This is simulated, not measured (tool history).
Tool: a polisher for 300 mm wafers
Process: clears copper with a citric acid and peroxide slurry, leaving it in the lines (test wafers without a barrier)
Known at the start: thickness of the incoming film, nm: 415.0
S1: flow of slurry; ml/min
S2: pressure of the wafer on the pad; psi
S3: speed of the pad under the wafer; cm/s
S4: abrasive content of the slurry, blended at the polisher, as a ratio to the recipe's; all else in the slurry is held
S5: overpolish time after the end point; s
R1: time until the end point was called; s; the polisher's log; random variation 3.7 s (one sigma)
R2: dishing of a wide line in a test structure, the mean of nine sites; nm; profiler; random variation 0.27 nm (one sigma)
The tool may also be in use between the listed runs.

Run 1, hour 0: S1 220 ml/min, S2 3 psi, S3 136 cm/s, S4 1, S5 12 s. Result: R1 127.99 s, R2 25.663 nm.
Run 2, hour 1: S1 220 ml/min, S2 3 psi, S3 170 cm/s, S4 1, S5 12 s. Result: R1 103.72 s, R2 31.59 nm.
Run 3, hour 6.6: S1 220 ml/min, S2 2.7 psi, S3 164 cm/s, S4 1, S5 12 s. Result: R1 115.04 s, R2 28.859 nm.
Run 4, hour 12.6: S1 220 ml/min, S2 2.7 psi, S3 164 cm/s, S4 1, S5 15 s. Result: R1 116.11 s, R2 33.752 nm.
Run 5, hour 15.5: S1 240 ml/min, S2 2.7 psi, S3 164 cm/s, S4 1, S5 15 s. Result: R1 117.22 s, R2 35.042 nm.
Run 6, hour 19.8: S1 235 ml/min, S2 2.5 psi, S3 154 cm/s, S4 1, S5 14 s. Result: R1 130.64 s, R2 30.345 nm.
Run 7, hour 24: S1 235 ml/min, S2 2.5 psi, S3 154 cm/s, S4 1, S5 14 s. Result: R1 128.27 s, R2 28.44 nm.
Run 8, hour 25.5: S1 235 ml/min, S2 2.3 psi, S3 148 cm/s, S4 1, S5 14 s. Result: R1 144.71 s, R2 27.1 nm.
Run 9, hour 34.4: S1 235 ml/min, S2 2.2 psi, S3 142 cm/s, S4 1, S5 13 s. Result: R1 151.96 s, R2 23.376 nm.
Run 10, hour 37.9: S1 235 ml/min, S2 2.1 psi, S3 140 cm/s, S4 1, S5 12 s. Result: R1 166.85 s, R2 20.635 nm.
Run 11, hour 44.4: S1 235 ml/min, S2 2 psi, S3 140 cm/s, S4 1, S5 11 s. Result: R1 171.78 s, R2 18.385 nm.
Run 12, hour 45.5: S1 235 ml/min, S2 1.9 psi, S3 140 cm/s, S4 1, S5 11 s. Result: R1 176.43 s, R2 17.974 nm.

Forecast run 13:
Run 13, hour 48.6: S1 235 ml/min, S2 1.8 psi, S3 140 cm/s, S4 1, S5 11 s. Result: R1 ?, R2 ?.

Run 13 gave R1 196.56 s, R2 17.153 nm.
